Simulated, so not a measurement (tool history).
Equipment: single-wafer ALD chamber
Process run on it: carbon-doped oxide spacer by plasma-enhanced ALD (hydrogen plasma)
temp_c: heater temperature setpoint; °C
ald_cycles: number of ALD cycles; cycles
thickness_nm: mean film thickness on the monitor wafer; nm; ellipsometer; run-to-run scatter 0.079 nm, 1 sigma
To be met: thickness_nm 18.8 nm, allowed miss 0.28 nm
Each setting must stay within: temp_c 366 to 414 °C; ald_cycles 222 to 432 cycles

run    day  temp_c  ald_cycles  thickness_nm
  1      0     390         327        15.193
  2  0.054     398         327        15.138
  3  0.267     398         351        16.329
  4  0.392     406         351        16.053
  5    0.6     406         326        14.934
  6  0.625     406         279        12.649
  7  0.846     404         317        14.507
  8  0.896     403         343        15.687
  9  0.967     400         361        16.778
 10   1.05     399         372        17.222
 11  1.121     398         382        17.679

Which single option among these 5 for the next run brings every result within its allowed miss of target? Just one does.
  A  1.192     409         374             ?
  B  1.192     392         350             ?
  C  1.192     405         351             ?
  D  1.192     392         405             ?
  E  1.192     395         425             ?

move  thickness_nm
   A        16.898
   B        16.303
   C        16.065
   D        18.865
   E        19.796
A: the biggest miss grows against the last run
B: the biggest miss grows against the last run
C: the biggest miss grows against the last run
D: all results land within tolerance of their targets
E: carries the result that was furthest off beyond its target, to the other side
D meets every target.
